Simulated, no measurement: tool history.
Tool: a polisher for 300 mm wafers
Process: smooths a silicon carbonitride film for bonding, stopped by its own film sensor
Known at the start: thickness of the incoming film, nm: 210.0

run  hour  flow of slurry (ml/min)  pressure of the wafer on the pad (kPa)  speed of the pad under the wafer (cm/s)  abrasive content of the slurry  target thickness at which the film sensor stops the polish (angstrom)  time until the film sensor stopped the polish (s)
  1   0.0                      130                                    17.9                                       72                             1.0                                                                   1970                                             58.023
  2   5.7                      125                                    16.5                                       72                             1.0                                                                   1970                                             63.363
  3  12.4                      125                                    16.5                                       88                             1.0                                                                   1970                                             56.521
  4  18.4                      125                                    16.5                                       88                             1.0                                                                   1970                                             56.217
  5  21.3                      120                                    15.2                                       88                             1.0                                                                   1970                                             61.869
  6  28.9                      115                                    14.5                                       88                             1.0                                                                   1970                                             65.006
  7  35.3                      110                                    13.8                                       88                             1.0                                                                   1970                                             68.328

Forecast run 8:
  8  39.9                      105                                    13.1                                       88                             1.0                                                                   1970                                                  ?

Run 8 gave time until the film sensor stopped the polish (s) 73.043.
